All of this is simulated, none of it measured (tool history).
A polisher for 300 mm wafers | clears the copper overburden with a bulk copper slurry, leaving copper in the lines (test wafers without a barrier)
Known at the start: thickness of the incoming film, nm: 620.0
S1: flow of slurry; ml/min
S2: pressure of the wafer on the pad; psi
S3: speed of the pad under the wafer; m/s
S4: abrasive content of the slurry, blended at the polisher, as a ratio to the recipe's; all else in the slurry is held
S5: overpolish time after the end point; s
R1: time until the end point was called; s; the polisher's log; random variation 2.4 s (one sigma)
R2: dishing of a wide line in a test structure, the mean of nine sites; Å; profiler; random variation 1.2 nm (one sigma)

run	day	S1	S2	S3	S4	S5	R1	R2
1	0.000	200	2.0	0.90	1.0	30	96.581	823.13
2	0.204	200	1.9	0.90	1.0	29	103.570	764.67
3	0.254	200	1.8	0.90	1.0	28	109.390	729.85
4	0.425	200	1.4	0.90	1.0	28	123.930	629.45
5	0.675	200	1.4	0.90	1.0	34	127.070	735.63
6	1.021	200	1.1	0.90	1.0	34	142.860	632.02

The next listed run, before its measurement:
7	1.354	200	1.1	0.90	1.0	33	?	?

R1: 148.970 s
R2: 620.04 Å
